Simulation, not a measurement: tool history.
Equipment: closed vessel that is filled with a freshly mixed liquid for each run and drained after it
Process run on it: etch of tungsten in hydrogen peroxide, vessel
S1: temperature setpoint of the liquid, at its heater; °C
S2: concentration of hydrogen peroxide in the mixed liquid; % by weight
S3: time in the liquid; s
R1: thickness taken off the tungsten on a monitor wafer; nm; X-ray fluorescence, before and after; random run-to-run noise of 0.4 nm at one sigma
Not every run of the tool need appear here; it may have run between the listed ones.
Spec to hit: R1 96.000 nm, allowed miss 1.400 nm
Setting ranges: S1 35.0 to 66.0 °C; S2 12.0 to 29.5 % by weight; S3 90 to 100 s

Run 1, day 0.000: S1 51.0 °C, S2 20.0 % by weight, S3 90 s. Result: R1 172.050 nm.
Run 2, day 0.283: S1 48.0 °C, S2 20.0 % by weight, S3 90 s. Result: R1 142.940 nm.
Run 3, day 0.425: S1 48.0 °C, S2 18.5 % by weight, S3 90 s. Result: R1 136.460 nm.
Run 4, day 0.675: S1 48.0 °C, S2 22.0 % by weight, S3 90 s. Result: R1 149.910 nm.
Run 5, day 0.867: S1 48.0 °C, S2 22.0 % by weight, S3 100 s. Result: R1 167.370 nm.
Run 6, day 0.908: S1 45.0 °C, S2 22.0 % by weight, S3 100 s. Result: R1 138.830 nm.
Run 7, day 0.962: S1 43.5 °C, S2 22.0 % by weight, S3 100 s. Result: R1 126.810 nm.
Run 8, day 1.200: S1 42.0 °C, S2 22.0 % by weight, S3 100 s. Result: R1 113.370 nm.
Run 9, day 1.304: S1 41.0 °C, S2 22.0 % by weight, S3 100 s. Result: R1 107.180 nm.
Run 10, day 1.604: S1 40.5 °C, S2 22.0 % by weight, S3 100 s. Result: R1 103.590 nm.
Run 11, day 1.692: S1 40.5 °C, S2 22.0 % by weight, S3 100 s. Result: R1 103.770 nm.
Run 12, day 1.846: S1 40.0 °C, S2 22.0 % by weight, S3 100 s. Result: R1 100.860 nm.

4 candidate next runs follow, results not yet known. Just one meets every target within its allowed miss. Identify it.
Run A, day 2.000: S1 40.5 °C, S2 23.5 % by weight, S3 90 s. Result: R1 ?.
Run B, day 2.000: S1 41.5 °C, S2 22.0 % by weight, S3 90 s. Result: R1 ?.
Run C, day 2.000: S1 41.0 °C, S2 19.0 % by weight, S3 100 s. Result: R1 ?.
Run D, day 2.000: S1 43.5 °C, S2 17.0 % by weight, S3 95 s. Result: R1 ?.

move       R1
   A   96.522
   B   99.631
   C   99.607
   D  105.080
A: each result inside its tolerance
B: an improvement on the last run, though not all results are within tolerance
C: an improvement on the last run, though not all results are within tolerance
D: the biggest miss grows against the last run
The right move is A.
